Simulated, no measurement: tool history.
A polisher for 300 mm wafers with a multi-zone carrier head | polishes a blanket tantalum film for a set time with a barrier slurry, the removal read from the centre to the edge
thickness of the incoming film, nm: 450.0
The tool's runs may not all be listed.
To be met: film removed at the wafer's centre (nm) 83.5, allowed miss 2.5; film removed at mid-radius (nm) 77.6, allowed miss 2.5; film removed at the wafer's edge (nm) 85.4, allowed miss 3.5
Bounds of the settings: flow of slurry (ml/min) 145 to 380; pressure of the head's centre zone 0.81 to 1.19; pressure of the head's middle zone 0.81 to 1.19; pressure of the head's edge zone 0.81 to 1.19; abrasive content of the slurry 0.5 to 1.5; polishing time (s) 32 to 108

| run | hour | flow of slurry (ml/min) | pressure of the head's centre zone | pressure of the head's middle zone | pressure of the head's edge zone | abrasive content of the slurry | polishing time (s) | film removed at the wafer's centre (nm) | film removed at mid-radius (nm) | film removed at the wafer's edge (nm) |
|---|---|---|---|---|---|---|---|---|---|---|
| 1 | 0 | 245 | 1 | 1 | 1 | 1 | 70 | 156.09 | 159.78 | 151.25 |
| 2 | 6 | 275 | 1 | 1 | 1 | 1 | 70 | 155.69 | 159.47 | 149.97 |
| 3 | 7.5 | 275 | 1 | 1.05 | 1 | 1 | 70 | 158.56 | 170.08 | 152.47 |
| 4 | 9.6 | 275 | 1 | 1.05 | 1 | 0.9 | 70 | 153.78 | 161.71 | 148.21 |
| 5 | 12.2 | 275 | 0.91 | 1.05 | 1 | 0.9 | 70 | 138.29 | 162.74 | 144.06 |
| 6 | 13.2 | 275 | 0.91 | 1.05 | 1 | 1 | 70 | 143.51 | 166.76 | 151.95 |
| 7 | 13.7 | 270 | 0.92 | 1.01 | 1.02 | 0.95 | 66 | 135.64 | 154.65 | 139.53 |
| 8 | 19.5 | 250 | 0.92 | 0.98 | 1 | 0.9 | 62 | 121.53 | 135.63 | 127.85 |
| 9 | 28.1 | 235 | 0.93 | 0.95 | 0.99 | 0.85 | 60 | 117.04 | 123.73 | 123.8 |
| 10 | 28.6 | 245 | 0.93 | 0.94 | 0.97 | 0.8 | 57 | 108.51 | 114.91 | 112.41 |
|  | 35.3 | edge zone pressure recalibrated |
| 11 | 35.3 | 235 | 0.93 | 0.92 | 0.96 | 0.75 | 56 | 103.79 | 107.81 | 110.12 |
| 12 | 41.6 | 235 | 0.93 | 0.92 | 0.96 | 0.75 | 56 | 102.87 | 106.89 | 111.69 |
| 13 | 48.5 | 245 | 0.94 | 0.92 | 0.94 | 0.7 | 54 | 98.511 | 100.58 | 104.85 |
| 14 | 53.5 | 245 | 0.95 | 0.92 | 0.92 | 0.65 | 53 | 95.682 | 94.529 | 97.147 |
| 15 | 56.4 | 195 | 0.88 | 0.82 | 0.84 | 0.5 | 53 | 74.388 | 73.881 | 78.79 |
| 16 | 59.6 | 265 | 0.94 | 0.82 | 0.91 | 0.5 | 51 | 79.34 | 72.537 | 80.27 |

5 next moves are on the table. One of them brings every result within its allowed miss. Which?
| A | 62.8 | 155 | 0.88 | 0.85 | 0.98 | 0.6 | 50 | ? | ? | ? |
| B | 62.8 | 225 | 1.1 | 0.81 | 0.84 | 0.5 | 48 | ? | ? | ? |
| C | 62.8 | 375 | 0.97 | 0.92 | 0.89 | 0.5 | 47 | ? | ? | ? |
| D | 62.8 | 265 | 0.92 | 0.87 | 0.83 | 0.55 | 48 | ? | ? | ? |
| E | 62.8 | 275 | 0.96 | 0.84 | 0.93 | 0.55 | 50 | ? | ? | ? |

| move | film removed at the wafer's centre (nm) | film removed at mid-radius (nm) | film removed at the wafer's edge (nm) |
|---|---|---|---|
| A | 77.997 | 78.997 | 88.277 |
| B | 87.166 | 67.507 | 72.676 |
| C | 78.251 | 76.085 | 74.903 |
| D | 78.09 | 76.715 | 77.117 |
| E | 85.14 | 77.815 | 84.785 |
A: brings the result that was furthest off to its target, and leaves another outside
B: further off than the last run
C: brings the result that was furthest off to its target, and leaves another outside
D: brings the result that was furthest off to its target, and leaves another outside
E: meets every target
Move E is the one to make.

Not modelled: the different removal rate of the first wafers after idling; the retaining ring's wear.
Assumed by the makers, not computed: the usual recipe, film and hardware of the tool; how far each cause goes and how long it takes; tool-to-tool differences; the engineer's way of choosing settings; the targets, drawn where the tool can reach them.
